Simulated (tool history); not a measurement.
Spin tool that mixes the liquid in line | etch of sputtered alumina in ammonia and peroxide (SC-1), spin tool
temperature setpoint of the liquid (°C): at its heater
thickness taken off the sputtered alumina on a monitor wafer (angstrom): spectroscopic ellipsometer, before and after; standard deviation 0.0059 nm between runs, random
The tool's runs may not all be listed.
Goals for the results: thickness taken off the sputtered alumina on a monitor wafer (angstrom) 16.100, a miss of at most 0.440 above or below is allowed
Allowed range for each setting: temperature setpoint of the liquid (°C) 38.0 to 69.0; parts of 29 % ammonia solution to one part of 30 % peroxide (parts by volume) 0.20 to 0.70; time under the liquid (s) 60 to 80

| run | hour | temperature setpoint of the liquid (°C) | parts of 29 % ammonia solution to one part of 30 % peroxide (parts by volume) | time under the liquid (s) | thickness taken off the sputtered alumina on a monitor wafer (angstrom) |
|---|---|---|---|---|---|
| 1 | 0.0 | 53.0 | 0.40 | 80 | 32.339 |
| 2 | 7.8 | 49.5 | 0.40 | 80 | 26.747 |
| 3 | 9.7 | 49.5 | 0.40 | 60 | 19.911 |
| 4 | 16.8 | 55.0 | 0.40 | 60 | 26.960 |
| 5 | 22.8 | 55.0 | 0.50 | 60 | 27.443 |
| 6 | 29.2 | 55.0 | 0.35 | 60 | 26.606 |
| 7 | 31.3 | 52.0 | 0.35 | 60 | 22.550 |
| 8 | 39.4 | 52.0 | 0.35 | 60 | 22.546 |
| 9 | 42.1 | 50.0 | 0.35 | 60 | 20.387 |
| 10 | 44.2 | 49.0 | 0.35 | 60 | 19.254 |
| 11 | 45.3 | 48.0 | 0.35 | 60 | 18.172 |

Below are 4 possible settings for the next run. Only one of them brings all results inside the allowed miss of their targets. Which is it?
| A | 46.4 | 47.0 | 0.35 | 60 | ? |
| B | 46.4 | 47.0 | 0.30 | 80 | ? |
| C | 46.4 | 40.5 | 0.35 | 75 | ? |
| D | 46.4 | 46.5 | 0.25 | 60 | ? |

| move | thickness taken off the sputtered alumina on a monitor wafer (angstrom) |
|---|---|
| A | 17.247 |
| B | 22.661 |
| C | 14.836 |
| D | 16.239 |
A: closer than the last run, but not yet in spec
B: the biggest miss grows against the last run
C: pushes the last run's worst result past its target
D: every result within its allowed miss
So the answer is move D, the one that meets all the targets.

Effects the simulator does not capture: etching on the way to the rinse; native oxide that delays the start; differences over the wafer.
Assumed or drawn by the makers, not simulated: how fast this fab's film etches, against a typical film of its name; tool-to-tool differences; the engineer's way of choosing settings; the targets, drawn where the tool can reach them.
